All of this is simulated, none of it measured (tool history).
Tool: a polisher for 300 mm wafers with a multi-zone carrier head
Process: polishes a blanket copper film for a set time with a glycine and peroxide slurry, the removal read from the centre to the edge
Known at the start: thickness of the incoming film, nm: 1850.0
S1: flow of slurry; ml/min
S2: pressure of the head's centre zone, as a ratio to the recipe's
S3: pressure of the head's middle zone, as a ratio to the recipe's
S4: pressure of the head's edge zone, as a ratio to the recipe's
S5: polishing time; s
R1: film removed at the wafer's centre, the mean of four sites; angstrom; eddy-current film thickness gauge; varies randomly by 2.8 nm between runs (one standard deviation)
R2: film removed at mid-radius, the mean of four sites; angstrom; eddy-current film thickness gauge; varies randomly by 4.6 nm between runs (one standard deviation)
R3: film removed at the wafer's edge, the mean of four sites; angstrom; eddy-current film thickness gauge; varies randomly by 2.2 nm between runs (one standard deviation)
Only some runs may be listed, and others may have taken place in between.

run,day,S1,S2,S3,S4,S5,R1,R2,R3
1,0,185,1,1,1,67,2267.3,2274.9,2367.9
2,0.362,195,1.02,1.02,1.01,69,2413.4,2447,2458.8
3,0.688,205,1.04,1.03,1.02,71,2533.1,2542.7,2552.2
4,0.892,205,1.04,1.03,1.02,86,3061.1,3068.9,3101.9
5,0.992,210,1.06,1.04,1.02,86,3113,3102.5,3087.1
6,1.358,210,1.06,1.04,1.02,70,2571.8,2556.9,2521.8
7,1.425,220,1.08,1.05,1.02,72,2721.8,2658.9,2610.9

Run 8, settings as shown, results not yet in. Your forecast:
8,1.521,225,1.09,1.06,1.02,74,?,?,?

R1: 2837.7 angstrom
R2: 2803.7 angstrom
R3: 2710.7 angstrom
